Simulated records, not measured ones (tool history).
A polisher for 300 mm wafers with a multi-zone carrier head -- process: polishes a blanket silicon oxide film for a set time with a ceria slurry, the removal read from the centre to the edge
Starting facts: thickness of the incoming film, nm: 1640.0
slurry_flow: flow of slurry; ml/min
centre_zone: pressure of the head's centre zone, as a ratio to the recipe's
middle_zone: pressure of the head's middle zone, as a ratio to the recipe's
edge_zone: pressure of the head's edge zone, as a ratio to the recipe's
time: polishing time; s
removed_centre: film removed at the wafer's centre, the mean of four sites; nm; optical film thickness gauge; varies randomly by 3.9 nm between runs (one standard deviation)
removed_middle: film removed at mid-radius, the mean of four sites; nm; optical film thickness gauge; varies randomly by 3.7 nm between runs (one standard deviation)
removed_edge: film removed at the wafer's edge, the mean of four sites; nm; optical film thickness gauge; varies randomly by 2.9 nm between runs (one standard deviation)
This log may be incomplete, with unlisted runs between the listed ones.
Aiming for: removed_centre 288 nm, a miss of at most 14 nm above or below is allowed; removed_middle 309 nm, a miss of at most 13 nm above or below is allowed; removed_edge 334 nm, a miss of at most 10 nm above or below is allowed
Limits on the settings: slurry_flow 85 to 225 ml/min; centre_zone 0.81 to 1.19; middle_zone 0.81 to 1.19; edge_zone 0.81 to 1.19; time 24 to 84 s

| run | hour | slurry_flow | centre_zone | middle_zone | edge_zone | time | removed_centre | removed_middle | removed_edge |
|---|---|---|---|---|---|---|---|---|---|
| 1 | 0 | 145 | 1 | 1 | 1 | 54 | 245.82 | 232.44 | 232.1 |
| 2 | 7.3 | 145 | 1 | 1 | 1 | 65 | 299.93 | 278.47 | 277.21 |
| 3 | 7.9 | 145 | 1 | 1 | 1.07 | 65 | 297 | 275.23 | 288.29 |
| 4 | 13.8 | 145 | 1 | 1 | 1 | 65 | 301.98 | 273.6 | 281.64 |
| 5 | 19.7 | 155 | 0.96 | 1 | 1.05 | 66 | 292.92 | 280.87 | 291.06 |
| 6 | 24.9 | 155 | 0.96 | 1 | 1.13 | 66 | 296.82 | 282.31 | 300.5 |
| 7 | 31.3 | 155 | 0.93 | 1 | 1.15 | 68 | 290.61 | 290.18 | 319.74 |
| 8 | 36.8 | 155 | 0.92 | 1.01 | 1.16 | 68 | 284.89 | 294.4 | 309.24 |
| 9 | 39.3 | 155 | 0.92 | 1.01 | 1.16 | 68 | 287.04 | 296.24 | 315.49 |

Below are 4 possible settings for the next run. Only one of them brings all results inside the allowed miss of their targets. Which is it?
| A | 41.8 | 145 | 0.85 | 0.82 | 1.19 | 74 | ? | ? | ? |
| B | 41.8 | 175 | 0.97 | 1.08 | 1.12 | 66 | ? | ? | ? |
| C | 41.8 | 135 | 0.85 | 0.96 | 1.08 | 76 | ? | ? | ? |
| D | 41.8 | 155 | 0.95 | 1.11 | 1.14 | 68 | ? | ? | ? |

| move | removed_centre | removed_middle | removed_edge |
|---|---|---|---|
| A | 286.18 | 273.58 | 351.05 |
| B | 303.98 | 304.34 | 311.68 |
| C | 288.85 | 306.87 | 340.53 |
| D | 299.08 | 312.59 | 318.38 |
A: moves the result that the last run missed by most past its target, out the other side
B: its largest miss is bigger than the last run's
C: all results in spec
D: closer than the last run, but not yet in spec
C is the move that brings every result within its allowed miss.
